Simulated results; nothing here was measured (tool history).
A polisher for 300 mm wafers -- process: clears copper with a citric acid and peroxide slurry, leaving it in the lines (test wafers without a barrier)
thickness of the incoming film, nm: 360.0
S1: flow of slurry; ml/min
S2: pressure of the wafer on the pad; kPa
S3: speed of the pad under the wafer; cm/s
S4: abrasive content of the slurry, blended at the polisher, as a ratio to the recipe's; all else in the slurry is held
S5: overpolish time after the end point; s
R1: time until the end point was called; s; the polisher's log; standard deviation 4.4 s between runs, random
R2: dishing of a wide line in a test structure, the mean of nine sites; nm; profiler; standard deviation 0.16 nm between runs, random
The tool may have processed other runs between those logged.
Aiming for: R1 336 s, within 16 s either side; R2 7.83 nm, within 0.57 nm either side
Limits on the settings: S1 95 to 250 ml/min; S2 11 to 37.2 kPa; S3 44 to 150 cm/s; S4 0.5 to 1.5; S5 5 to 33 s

run,hour,S1,S2,S3,S4,S5,R1,R2
1,0,160,24.1,96,1,17,172.14,17.224
2,7.4,160,24.1,80,1,17,203.28,15.791
3,14.1,160,20,80,1,13,241.24,11.779
4,20.2,160,17.2,80,1,12,273.33,9.9026
5,26.2,160,17.2,80,1,9,267.64,7.7173
6,32,125,17.2,80,1,9,283.92,7.4514
7,38.1,120,16.5,80,1,10,301.16,8.0852
8,41.9,115,15.9,80,1,10,304.61,7.8261

Below are 5 possible settings for the next run. Only one of them brings all results inside the allowed miss of their targets. Which is it?
A,45.7,145,16.5,74,1.05,10,?,?
B,45.7,130,16.5,88,0.95,11,?,?
C,45.7,100,15.9,94,1.15,9,?,?
D,45.7,215,16.5,74,0.9,9,?,?
E,45.7,140,16.5,78,0.65,11,?,?

move,R1,R2
A,304.12,7.6856
B,270.84,9.1367
C,268.47,7.8003
D,297.23,7.1677
E,331.88,7.7351
A: no nearer and no further than the last run
B: misses by more than the last run did
C: misses by more than the last run did
D: misses by more than the last run did
E: hits every target within its allowed miss
E is the move that brings every result within its allowed miss.

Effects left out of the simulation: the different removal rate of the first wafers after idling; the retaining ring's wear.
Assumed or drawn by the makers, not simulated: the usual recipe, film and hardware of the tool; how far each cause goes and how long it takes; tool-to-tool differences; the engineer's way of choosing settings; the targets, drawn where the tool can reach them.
